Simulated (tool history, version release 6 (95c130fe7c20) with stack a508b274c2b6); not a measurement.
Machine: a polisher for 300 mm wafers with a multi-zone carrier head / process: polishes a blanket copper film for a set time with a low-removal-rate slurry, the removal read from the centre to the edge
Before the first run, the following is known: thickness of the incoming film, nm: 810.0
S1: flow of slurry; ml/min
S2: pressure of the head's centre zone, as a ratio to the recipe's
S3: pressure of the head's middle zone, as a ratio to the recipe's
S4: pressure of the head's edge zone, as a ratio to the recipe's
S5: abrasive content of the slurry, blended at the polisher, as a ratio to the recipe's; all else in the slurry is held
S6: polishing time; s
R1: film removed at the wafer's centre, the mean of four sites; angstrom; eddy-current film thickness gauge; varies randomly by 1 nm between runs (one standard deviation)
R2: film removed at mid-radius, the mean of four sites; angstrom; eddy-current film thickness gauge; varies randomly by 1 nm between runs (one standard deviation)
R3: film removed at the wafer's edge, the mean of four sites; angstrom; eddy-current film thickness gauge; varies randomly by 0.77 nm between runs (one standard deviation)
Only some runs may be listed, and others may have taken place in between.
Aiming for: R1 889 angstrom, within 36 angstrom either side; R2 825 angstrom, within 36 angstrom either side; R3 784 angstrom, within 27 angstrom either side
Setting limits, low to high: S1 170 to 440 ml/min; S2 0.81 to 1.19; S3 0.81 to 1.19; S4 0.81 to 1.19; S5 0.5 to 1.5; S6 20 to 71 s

Run 1, hour 0: S1 280 ml/min, S2 1, S3 1, S4 1, S5 1, S6 45 s. Result: R1 1500.4 angstrom, R2 1485.7 angstrom, R3 1485 angstrom.
Run 2, hour 1.4: S1 280 ml/min, S2 1.01, S3 1, S4 0.98, S5 0.95, S6 42 s. Result: R1 1399.3 angstrom, R2 1365.3 angstrom, R3 1375.4 angstrom.
Run 3, hour 7.9: S1 280 ml/min, S2 1.02, S3 1.01, S4 0.97, S5 0.9, S6 39 s. Result: R1 1289.3 angstrom, R2 1291.5 angstrom, R3 1263.5 angstrom.
Run 4, hour 16: S1 280 ml/min, S2 1.03, S3 1.01, S4 0.96, S5 0.85, S6 37 s. Result: R1 1239.5 angstrom, R2 1213.8 angstrom, R3 1183.6 angstrom.
Run 5, hour 17.8: S1 280 ml/min, S2 1.04, S3 1.01, S4 0.95, S5 0.8, S6 35 s. Result: R1 1141 angstrom, R2 1136.5 angstrom, R3 1092.7 angstrom.
Run 6, hour 19.5: S1 280 ml/min, S2 1.04, S3 1.01, S4 0.95, S5 0.95, S6 35 s. Result: R1 1169.9 angstrom, R2 1184.6 angstrom, R3 1151.8 angstrom.
Run 7, hour 20.6: S1 280 ml/min, S2 1.05, S3 1, S4 0.94, S5 0.9, S6 34 s. Result: R1 1150.4 angstrom, R2 1127.6 angstrom, R3 1086.8 angstrom.
Run 8, hour 22.3: S1 280 ml/min, S2 1.05, S3 1, S4 0.94, S5 0.9, S6 34 s. Result: R1 1151.1 angstrom, R2 1135.6 angstrom, R3 1093.7 angstrom.
Run 9, hour 25.1: S1 280 ml/min, S2 1.05, S3 0.99, S4 0.93, S5 0.85, S6 33 s. Result: R1 1122.1 angstrom, R2 1073.8 angstrom, R3 1042 angstrom.
Run 10, hour 29.5: S1 280 ml/min, S2 1.04, S3 0.99, S4 0.92, S5 0.8, S6 32 s. Result: R1 1047.7 angstrom, R2 1036.7 angstrom, R3 998.33 angstrom.
Run 11, hour 32.5: S1 280 ml/min, S2 1.04, S3 0.98, S4 0.91, S5 0.75, S6 32 s. Result: R1 1046.2 angstrom, R2 1002.8 angstrom, R3 979.84 angstrom.
Run 12, hour 37.3: S1 280 ml/min, S2 1.04, S3 0.99, S4 0.82, S5 0.5, S6 25 s. Result: R1 790.09 angstrom, R2 767.1 angstrom, R3 702.17 angstrom.
Run 13, hour 44.8: S1 285 ml/min, S2 1.05, S3 0.99, S4 0.83, S5 0.5, S6 25 s. Result: R1 808.06 angstrom, R2 757.11 angstrom, R3 713.58 angstrom.
Run 14, hour 52.9: S1 290 ml/min, S2 1.05, S3 1, S4 0.84, S5 0.5, S6 25 s. Result: R1 803.62 angstrom, R2 758.69 angstrom, R3 712.98 angstrom.
Run 15, hour 61.8: S1 290 ml/min, S2 1.05, S3 1, S4 0.85, S5 0.5, S6 25 s. Result: R1 805.09 angstrom, R2 754.02 angstrom, R3 720.16 angstrom.
Run 16, hour 65.9: S1 290 ml/min, S2 1.07, S3 1.02, S4 0.87, S5 0.6, S6 25 s. Result: R1 832.5 angstrom, R2 797.55 angstrom, R3 736.33 angstrom.
Run 17, hour 68.8: S1 290 ml/min, S2 1.08, S3 1.01, S4 0.89, S5 0.65, S6 25 s. Result: R1 834.28 angstrom, R2 809.53 angstrom, R3 754.42 angstrom.

4 candidate next runs follow, results not yet known. Just one meets every target within its allowed miss. Identify it.
Run A, hour 71.7: S1 360 ml/min, S2 1.09, S3 1.01, S4 0.91, S5 1.05, S6 24 s. Result: R1 ?, R2 ?, R3 ?.
Run B, hour 71.7: S1 365 ml/min, S2 1.01, S3 0.86, S4 0.94, S5 0.55, S6 27 s. Result: R1 ?, R2 ?, R3 ?.
Run C, hour 71.7: S1 245 ml/min, S2 1.09, S3 1.02, S4 0.93, S5 0.5, S6 25 s. Result: R1 ?, R2 ?, R3 ?.
Run D, hour 71.7: S1 330 ml/min, S2 1.05, S3 1.09, S4 0.85, S5 0.65, S6 24 s. Result: R1 ?, R2 ?, R3 ?.

move      R1      R2      R3
   A  904.13  829.67  776.18
   B  869.01  753.96  820.04
   C  834.52  774.47  730.51
   D  813.45  827.31  703.26
A: hits every target within its allowed miss
B: brings the result that was furthest off to its target, and leaves another outside
C: moves away from the targets compared with the last run
D: moves away from the targets compared with the last run
Move A is the one to make.

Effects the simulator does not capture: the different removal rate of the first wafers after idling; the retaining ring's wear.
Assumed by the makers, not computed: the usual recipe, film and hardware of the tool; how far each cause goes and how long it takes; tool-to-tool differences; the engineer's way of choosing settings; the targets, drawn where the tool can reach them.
